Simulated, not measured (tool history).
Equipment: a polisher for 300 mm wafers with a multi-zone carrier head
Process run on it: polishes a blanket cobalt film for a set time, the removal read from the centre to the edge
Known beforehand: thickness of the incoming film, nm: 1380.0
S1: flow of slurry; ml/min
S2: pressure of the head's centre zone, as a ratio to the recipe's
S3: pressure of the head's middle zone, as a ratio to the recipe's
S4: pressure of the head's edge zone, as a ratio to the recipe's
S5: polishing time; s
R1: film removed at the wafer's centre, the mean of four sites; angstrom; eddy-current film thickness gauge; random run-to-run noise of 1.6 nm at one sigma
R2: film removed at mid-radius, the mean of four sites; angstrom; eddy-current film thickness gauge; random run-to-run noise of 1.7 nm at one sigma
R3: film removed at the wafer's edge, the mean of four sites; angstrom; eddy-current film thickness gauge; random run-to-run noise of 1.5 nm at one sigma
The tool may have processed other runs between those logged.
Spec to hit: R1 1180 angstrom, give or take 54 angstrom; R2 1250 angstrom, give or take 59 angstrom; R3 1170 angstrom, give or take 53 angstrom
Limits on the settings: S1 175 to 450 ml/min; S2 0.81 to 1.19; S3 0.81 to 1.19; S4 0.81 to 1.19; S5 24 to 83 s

run,hour,S1,S2,S3,S4,S5,R1,R2,R3
1,0,290,1,1,1,53,1514.9,1569.4,1511.6
2,7.1,290,1,1,1.08,53,1522.2,1559.4,1618.4
3,16.1,290,1,1,1.08,63,1813.1,1820.3,1966.3
4,21.4,260,1,1,1.08,63,1787,1857,1881.5
5,26.5,255,0.99,0.99,1.07,61,1706.1,1735.8,1833.8
6,34.2,255,0.99,0.99,1.11,61,1743.1,1730.5,1840.9
7,37.5,245,0.98,0.99,1.09,59,1630.9,1712.6,1775
8,39.7,240,0.98,0.98,1.07,57,1599.7,1608.9,1708.5
9,46.8,240,0.98,0.98,1.06,55,1505.5,1551,1619.5

Of the 4 settings listed for the next run, only one would bring every result within its allowed miss of target. Which one?
A,53.9,255,1.09,0.9,1.07,43,?,?,?
B,53.9,175,0.83,1.09,0.97,48,?,?,?
C,53.9,200,1.03,1.08,0.98,42,?,?,?
D,53.9,245,0.99,0.84,1.09,46,?,?,?

move,R1,R2,R3
A,1348.6,1110.5,1262
B,1069.1,1372.2,1280.1
C,1196.3,1220.3,1146.7
D,1301.2,1117,1358.4
A: gains on the last run, yet a result remains outside its allowed miss
B: gains on the last run, yet a result remains outside its allowed miss
C: hits every target within its allowed miss
D: gains on the last run, yet a result remains outside its allowed miss
Answer: C
